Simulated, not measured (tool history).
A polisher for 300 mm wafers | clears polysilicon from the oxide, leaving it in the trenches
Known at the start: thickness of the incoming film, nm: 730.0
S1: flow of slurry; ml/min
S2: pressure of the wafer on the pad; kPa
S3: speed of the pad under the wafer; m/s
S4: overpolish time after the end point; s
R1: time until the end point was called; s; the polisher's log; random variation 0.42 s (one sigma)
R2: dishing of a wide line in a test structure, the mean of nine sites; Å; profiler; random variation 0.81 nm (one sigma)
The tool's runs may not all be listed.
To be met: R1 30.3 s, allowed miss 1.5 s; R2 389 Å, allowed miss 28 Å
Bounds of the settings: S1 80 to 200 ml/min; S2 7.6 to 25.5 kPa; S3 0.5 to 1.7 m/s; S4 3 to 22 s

run  hour   S1    S2    S3  S4      R1      R2
  1     0  130  16.5   1.1  11  43.853  472.85
  2     4  130  16.5  0.84  11  57.186  465.11
  3   9.7  130  17.2  0.86  10  54.306   481.5
  4    13  130  17.2  0.86   8  54.606  438.57
  5  17.2  130  17.9   0.9   7  50.366  439.72
     25.4  -- head pressure recalibrated
  6  25.4  130  18.6  0.94   7  50.357  435.72
  7  26.5  130  19.3     1   7  46.053  463.05
  8  34.6  135  18.6  1.08   7  43.968  455.97

Which of these 4 next moves meets every target?
  A  42.7  125  17.9   1.7   3   ?   ?
  B  42.7   85  25.5  1.54  12   ?   ?
  C  42.7  140  15.9  1.06   7   ?   ?
  D  42.7  145   9.7  0.86  11   ?   ?

move      R1      R2
   A  30.138  388.41
   B  28.351  487.08
   C  50.883  433.63
   D  85.182  425.83
A: meets every target
B: takes the result that was furthest off past its target
C: further off than the last run
D: further off than the last run
Answer: A

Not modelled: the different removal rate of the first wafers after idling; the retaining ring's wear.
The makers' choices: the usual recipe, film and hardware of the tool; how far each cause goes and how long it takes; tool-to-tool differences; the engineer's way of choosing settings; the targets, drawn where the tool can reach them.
